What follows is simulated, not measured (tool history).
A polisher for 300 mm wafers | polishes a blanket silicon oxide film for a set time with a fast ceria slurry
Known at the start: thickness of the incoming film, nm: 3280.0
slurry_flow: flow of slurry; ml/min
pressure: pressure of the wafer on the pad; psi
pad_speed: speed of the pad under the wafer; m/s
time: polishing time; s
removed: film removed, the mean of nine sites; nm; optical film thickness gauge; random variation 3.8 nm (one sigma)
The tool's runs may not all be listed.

{"run": 1, "hour": 0.0, "slurry_flow": 185, "pressure": 1.8, "pad_speed": 1.12, "time": 31, "removed": 296.99}
{"run": 2, "hour": 4.1, "slurry_flow": 190, "pressure": 1.9, "pad_speed": 1.12, "time": 31, "removed": 314.96}
{"run": 3, "hour": 8.0, "slurry_flow": 195, "pressure": 2, "pad_speed": 1.12, "time": 31, "removed": 329.04}
{"run": 4, "hour": 13.2, "slurry_flow": 195, "pressure": 2.1, "pad_speed": 1.12, "time": 31, "removed": 343.76}
{"run": 5, "hour": 21.8, "slurry_flow": 195, "pressure": 2.2, "pad_speed": 1.12, "time": 31, "removed": 358.1}
{"run": 6, "hour": 23.6, "slurry_flow": 195, "pressure": 2.5, "pad_speed": 1.12, "time": 31, "removed": 408.76}
{"run": 7, "hour": 27.1, "slurry_flow": 200, "pressure": 2.5, "pad_speed": 1.12, "time": 31, "removed": 405.13}

Run 8 comes next. What will it give?
{"run": 8, "hour": 28.2, "slurry_flow": 200, "pressure": 2.7, "pad_speed": 1.14, "time": 31, "removed": "?"}

Run 8 gave removed 436.7 nm.

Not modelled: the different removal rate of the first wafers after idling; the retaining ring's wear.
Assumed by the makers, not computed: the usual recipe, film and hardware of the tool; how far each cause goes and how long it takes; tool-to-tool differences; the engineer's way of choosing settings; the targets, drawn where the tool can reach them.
